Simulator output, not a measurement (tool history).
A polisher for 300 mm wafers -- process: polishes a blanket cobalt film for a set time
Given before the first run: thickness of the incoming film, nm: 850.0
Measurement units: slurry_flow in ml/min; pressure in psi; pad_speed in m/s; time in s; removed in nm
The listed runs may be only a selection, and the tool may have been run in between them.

| run | hour | slurry_flow | pressure | pad_speed | time | removed |
|---|---|---|---|---|---|---|
| 1 | 0.0 | 305 | 1.3 | 0.96 | 91 | 331.91 |
| 2 | 6.5 | 275 | 1.3 | 0.96 | 91 | 327.19 |
| 3 | 15.0 | 285 | 1.4 | 0.96 | 91 | 351.49 |
| 4 | 20.2 | 285 | 1.4 | 0.96 | 95 | 369.87 |
| 5 | 22.4 | 285 | 1.1 | 0.96 | 95 | 297.01 |
| 6 | 28.9 | 260 | 1.1 | 0.96 | 95 | 292.20 |
| 7 | 37.6 | 340 | 1.5 | 0.96 | 95 | 395.82 |
| 8 | 43.4 | 340 | 1.7 | 0.96 | 95 | 444.64 |

Run 9 comes next. What will it give?
| 9 | 49.9 | 340 | 1.7 | 0.96 | 95 | ? |

removed: 441.26 nm
